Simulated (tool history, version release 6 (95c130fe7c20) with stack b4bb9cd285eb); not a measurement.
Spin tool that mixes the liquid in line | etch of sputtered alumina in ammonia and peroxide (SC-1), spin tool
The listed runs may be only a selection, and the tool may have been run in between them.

run  hour  temperature setpoint of the liquid (°C)  parts of 29 % ammonia solution to one part of 30 % peroxide (parts by volume)  time under the liquid (s)  thickness taken off the sputtered alumina on a monitor wafer (Å)
  1     0                                       59                                                                            0.8                         85                                                            96.361
  2   8.4                                     56.5                                                                            0.8                         85                                                            84.687
  3  10.3                                       59                                                                            0.8                         85                                                            96.222
  4  14.1                                       59                                                                            0.8                         90                                                            100.03
  5  19.7                                       59                                                                            0.8                         85                                                            96.644
  6  22.8                                       61                                                                            0.8                         85                                                            105.23
  7  27.9                                     62.5                                                                            0.8                         85                                                            113.04
  8  34.5                                       64                                                                            0.8                         85                                                             122.7
  9  36.7                                       65                                                                            0.8                         85                                                            130.36
 10  44.6                                     65.5                                                                            0.8                         85                                                            131.86
 11  52.5                                       66                                                                            0.8                         85                                                            136.94

What does the tool deliver on the next run?
 12  57.3                                     66.5                                                                            0.8                         85                                                                 ?

{"run 12": {"thickness taken off the sputtered alumina on a monitor wafer (Å)": 140.56}}
